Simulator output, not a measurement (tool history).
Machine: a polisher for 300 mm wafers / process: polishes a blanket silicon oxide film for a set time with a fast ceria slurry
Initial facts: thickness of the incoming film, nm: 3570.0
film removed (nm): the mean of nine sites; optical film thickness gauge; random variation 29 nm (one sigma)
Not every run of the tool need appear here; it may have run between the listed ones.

| run | hour | flow of slurry (ml/min) | pressure of the wafer on the pad (psi) | speed of the pad under the wafer (m/s) | polishing time (s) | film removed (nm) |
|---|---|---|---|---|---|---|
| 1 | 0 | 190 | 3 | 0.9 | 112 | 1478.7 |
| 2 | 7.1 | 190 | 2.4 | 0.9 | 112 | 1242.4 |
| 3 | 15.8 | 190 | 2.4 | 0.9 | 117 | 1296.8 |
| 4 | 17.3 | 190 | 2.7 | 0.9 | 117 | 1423.4 |
| 5 | 19.7 | 190 | 2.9 | 0.9 | 117 | 1488.9 |
| 6 | 26.8 | 190 | 2.9 | 0.9 | 112 | 1435.7 |
| 7 | 35.1 | 190 | 2.9 | 0.9 | 112 | 1434 |
| 8 | 39.8 | 190 | 3.1 | 0.9 | 112 | 1496 |

What does the tool deliver on the next run?
| 9 | 41.3 | 190 | 3.3 | 0.9 | 112 | ? |

film removed (nm): 1561.7
